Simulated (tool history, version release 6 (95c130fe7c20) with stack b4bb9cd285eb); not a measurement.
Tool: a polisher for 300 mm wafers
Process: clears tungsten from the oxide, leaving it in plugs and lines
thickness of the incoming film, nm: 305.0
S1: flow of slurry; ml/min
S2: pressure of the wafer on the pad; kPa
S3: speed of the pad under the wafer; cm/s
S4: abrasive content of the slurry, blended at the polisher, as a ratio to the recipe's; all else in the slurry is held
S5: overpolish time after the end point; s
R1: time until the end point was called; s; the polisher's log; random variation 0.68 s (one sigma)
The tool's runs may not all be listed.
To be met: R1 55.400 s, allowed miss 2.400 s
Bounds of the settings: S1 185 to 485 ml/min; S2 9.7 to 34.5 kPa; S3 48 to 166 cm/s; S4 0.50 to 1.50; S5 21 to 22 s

Run 1, hour 0.0: S1 310 ml/min, S2 22.1 kPa, S3 106 cm/s, S4 1.00, S5 21 s. Result: R1 79.628 s.
Run 2, hour 6.6: S1 310 ml/min, S2 22.8 kPa, S3 106 cm/s, S4 1.00, S5 21 s. Result: R1 75.997 s.
Run 3, hour 14.4: S1 310 ml/min, S2 24.8 kPa, S3 106 cm/s, S4 1.00, S5 21 s. Result: R1 71.331 s.
Run 4, hour 18.7: S1 310 ml/min, S2 25.5 kPa, S3 106 cm/s, S4 1.00, S5 21 s. Result: R1 69.403 s.
Run 5, hour 24.1: S1 310 ml/min, S2 26.2 kPa, S3 106 cm/s, S4 1.00, S5 21 s. Result: R1 67.659 s.
Run 6, hour 28.6: S1 310 ml/min, S2 26.2 kPa, S3 94 cm/s, S4 1.00, S5 21 s. Result: R1 73.233 s.
Run 7, hour 33.6: S1 310 ml/min, S2 26.2 kPa, S3 94 cm/s, S4 1.00, S5 21 s. Result: R1 73.799 s.
Run 8, hour 39.0: S1 310 ml/min, S2 26.9 kPa, S3 94 cm/s, S4 1.00, S5 21 s. Result: R1 72.535 s.
Run 9, hour 45.8: S1 310 ml/min, S2 27.6 kPa, S3 94 cm/s, S4 1.00, S5 21 s. Result: R1 70.997 s.
Run 10, hour 50.7: S1 310 ml/min, S2 28.3 kPa, S3 94 cm/s, S4 1.00, S5 21 s. Result: R1 70.095 s.
Run 11, hour 58.5: S1 310 ml/min, S2 29.0 kPa, S3 94 cm/s, S4 1.00, S5 21 s. Result: R1 66.334 s.
Run 12, hour 67.2: S1 310 ml/min, S2 29.6 kPa, S3 94 cm/s, S4 1.00, S5 21 s. Result: R1 66.212 s.
Run 13, hour 71.0: S1 310 ml/min, S2 30.3 kPa, S3 94 cm/s, S4 1.00, S5 21 s. Result: R1 64.852 s.
Run 14, hour 74.9: S1 310 ml/min, S2 31.0 kPa, S3 94 cm/s, S4 1.00, S5 21 s. Result: R1 61.871 s.
Run 15, hour 77.4: S1 310 ml/min, S2 31.7 kPa, S3 94 cm/s, S4 1.00, S5 21 s. Result: R1 62.381 s.
Run 16, hour 85.8: S1 310 ml/min, S2 32.4 kPa, S3 94 cm/s, S4 1.00, S5 21 s. Result: R1 61.746 s.

Which of these 4 next moves meets every target?
Run A, hour 94.2: S1 370 ml/min, S2 28.3 kPa, S3 106 cm/s, S4 0.95, S5 21 s. Result: R1 ?.
Run B, hour 94.2: S1 290 ml/min, S2 29.6 kPa, S3 92 cm/s, S4 0.90, S5 21 s. Result: R1 ?.
Run C, hour 94.2: S1 370 ml/min, S2 34.5 kPa, S3 92 cm/s, S4 1.15, S5 22 s. Result: R1 ?.
Run D, hour 94.2: S1 260 ml/min, S2 29.0 kPa, S3 112 cm/s, S4 1.10, S5 21 s. Result: R1 ?.

move      R1
   A  63.428
   B  69.057
   C  55.797
   D  59.757
A: further off than the last run
B: further off than the last run
C: meets every target
D: nearer than the last run, and not there yet
Answer: C
